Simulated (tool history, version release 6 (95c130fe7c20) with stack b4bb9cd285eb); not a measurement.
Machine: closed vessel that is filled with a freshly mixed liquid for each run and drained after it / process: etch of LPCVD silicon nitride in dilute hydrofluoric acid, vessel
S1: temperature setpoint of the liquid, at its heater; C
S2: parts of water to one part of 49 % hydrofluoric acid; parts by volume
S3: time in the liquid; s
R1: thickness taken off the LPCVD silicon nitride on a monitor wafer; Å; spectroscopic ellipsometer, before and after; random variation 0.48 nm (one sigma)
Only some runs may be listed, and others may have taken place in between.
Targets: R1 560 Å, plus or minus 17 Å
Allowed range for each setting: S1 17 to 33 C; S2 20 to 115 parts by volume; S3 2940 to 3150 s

| run | day | S1 | S2 | S3 | R1 |
|---|---|---|---|---|---|
| 1 | 0 | 25 | 65 | 2940 | 202.56 |
| 2 | 0.308 | 25 | 50 | 2940 | 264.63 |
| 3 | 0.417 | 25 | 50 | 3150 | 280.55 |
| 4 | 0.575 | 27.5 | 45 | 3150 | 371.38 |
| 5 | 0.821 | 27.5 | 45 | 3150 | 370.26 |
|  | 1.183 | hydrofluoric acid flow meter replaced |
| 6 | 1.183 | 27.5 | 65 | 3150 | 273.52 |
| 7 | 1.358 | 29.5 | 60 | 3150 | 339.15 |
| 8 | 1.429 | 29.5 | 60 | 3150 | 346.48 |
| 9 | 1.496 | 30.5 | 55 | 3150 | 398.11 |

Exactly one of the 5 candidate moves below puts every result within its allowed miss. Which one?
| A | 1.562 | 33 | 45 | 3150 | ? |
| B | 1.562 | 30.5 | 60 | 3150 | ? |
| C | 1.562 | 32.5 | 75 | 2980 | ? |
| D | 1.562 | 33 | 35 | 3085 | ? |
| E | 1.562 | 25.5 | 30 | 3105 | ? |

| move | R1 |
|---|---|
| A | 574.19 |
| B | 368.02 |
| C | 315.99 |
| D | 720.75 |
| E | 515.75 |
A: all results land within tolerance of their targets
B: the biggest miss grows against the last run
C: the biggest miss grows against the last run
D: carries the result that was furthest off beyond its target, to the other side
E: closes in on the targets versus the last run, not all within tolerance yet
The move that meets every target is A.

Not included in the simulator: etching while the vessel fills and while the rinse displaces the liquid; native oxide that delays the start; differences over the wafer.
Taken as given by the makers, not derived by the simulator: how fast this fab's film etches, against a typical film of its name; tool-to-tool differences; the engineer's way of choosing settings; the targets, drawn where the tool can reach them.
